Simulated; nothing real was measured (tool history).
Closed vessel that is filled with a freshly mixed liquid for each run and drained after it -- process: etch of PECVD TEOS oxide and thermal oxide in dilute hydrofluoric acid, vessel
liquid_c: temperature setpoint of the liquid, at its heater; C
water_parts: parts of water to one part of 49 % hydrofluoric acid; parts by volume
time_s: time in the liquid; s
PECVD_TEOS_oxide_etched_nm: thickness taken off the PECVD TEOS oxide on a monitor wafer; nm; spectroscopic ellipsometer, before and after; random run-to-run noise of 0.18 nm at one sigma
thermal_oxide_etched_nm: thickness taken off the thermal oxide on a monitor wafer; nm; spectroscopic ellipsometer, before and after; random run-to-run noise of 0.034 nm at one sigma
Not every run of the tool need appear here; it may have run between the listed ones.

run,hour,liquid_c,water_parts,time_s,PECVD_TEOS_oxide_etched_nm,thermal_oxide_etched_nm
1,0.0,25.0,70,175,44.416,12.1400
2,8.1,25.0,70,220,55.775,15.2300
3,13.7,25.0,80,220,48.697,13.1560
4,22.9,23.5,85,220,42.787,11.6480
5,28.7,22.5,90,220,37.905,10.3880
6,30.0,20.5,90,220,35.521,9.6210
7,36.4,20.0,95,220,32.697,8.8943

Estimate the outcome of run 8 from the log above:
8,41.1,20.0,95,220,?,?

PECVD_TEOS_oxide_etched_nm: 32.748 nm
thermal_oxide_etched_nm: 8.8199 nm

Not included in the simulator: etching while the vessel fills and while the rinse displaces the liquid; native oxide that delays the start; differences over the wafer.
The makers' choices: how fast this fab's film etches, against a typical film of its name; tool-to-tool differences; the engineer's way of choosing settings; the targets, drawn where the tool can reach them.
